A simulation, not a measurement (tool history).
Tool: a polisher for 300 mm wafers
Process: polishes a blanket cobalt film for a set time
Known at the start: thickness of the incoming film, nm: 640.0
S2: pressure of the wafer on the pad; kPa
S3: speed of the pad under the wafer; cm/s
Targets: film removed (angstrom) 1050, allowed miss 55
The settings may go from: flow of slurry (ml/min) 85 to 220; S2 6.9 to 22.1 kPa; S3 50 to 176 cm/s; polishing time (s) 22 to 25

Run 1, hour 0: flow of slurry (ml/min) 140, S2 14.5 kPa, S3 112 cm/s, polishing time (s) 25. Result: film removed (angstrom) 1396.1.
Run 2, hour 1.8: flow of slurry (ml/min) 140, S2 14.5 kPa, S3 112 cm/s, polishing time (s) 25. Result: film removed (angstrom) 1403.4.
Run 3, hour 10.7: flow of slurry (ml/min) 140, S2 14.5 kPa, S3 94 cm/s, polishing time (s) 25. Result: film removed (angstrom) 1225.1.
Run 4, hour 17.5: flow of slurry (ml/min) 140, S2 14.5 kPa, S3 106 cm/s, polishing time (s) 25. Result: film removed (angstrom) 1353.9.
Run 5, hour 24.8: flow of slurry (ml/min) 165, S2 14.5 kPa, S3 106 cm/s, polishing time (s) 25. Result: film removed (angstrom) 1406.9.
Run 6, hour 28.8: flow of slurry (ml/min) 160, S2 13.8 kPa, S3 106 cm/s, polishing time (s) 25. Result: film removed (angstrom) 1274.3.
At hour 33.1: worn pad replaced by a new one.
Run 7, hour 33.1: flow of slurry (ml/min) 160, S2 12.4 kPa, S3 106 cm/s, polishing time (s) 25. Result: film removed (angstrom) 1324.8.
Run 8, hour 40.7: flow of slurry (ml/min) 160, S2 11.7 kPa, S3 104 cm/s, polishing time (s) 25. Result: film removed (angstrom) 1217.3.
Run 9, hour 42.9: flow of slurry (ml/min) 160, S2 11 kPa, S3 104 cm/s, polishing time (s) 25. Result: film removed (angstrom) 1160.2.
Run 10, hour 48.4: flow of slurry (ml/min) 160, S2 11 kPa, S3 104 cm/s, polishing time (s) 25. Result: film removed (angstrom) 1137.6.

Which of these 5 next moves meets every target?
Run A, hour 53.9: flow of slurry (ml/min) 220, S2 12.4 kPa, S3 102 cm/s, polishing time (s) 24. Result: film removed (angstrom) ?.
Run B, hour 53.9: flow of slurry (ml/min) 165, S2 10.3 kPa, S3 106 cm/s, polishing time (s) 24. Result: film removed (angstrom) ?.
Run C, hour 53.9: flow of slurry (ml/min) 130, S2 10.3 kPa, S3 98 cm/s, polishing time (s) 24. Result: film removed (angstrom) ?.
Run D, hour 53.9: flow of slurry (ml/min) 155, S2 11.7 kPa, S3 106 cm/s, polishing time (s) 25. Result: film removed (angstrom) ?.
Run E, hour 53.9: flow of slurry (ml/min) 140, S2 16.5 kPa, S3 82 cm/s, polishing time (s) 24. Result: film removed (angstrom) ?.

move  film removed (angstrom)
   A                   1267.8
   B                   1070.3
   C                   964.33
   D                   1248.3
   E                     1291
A: further off than the last run
B: meets every target
C: takes the result that was furthest off past its target
D: further off than the last run
E: further off than the last run
Move B is the one to make.
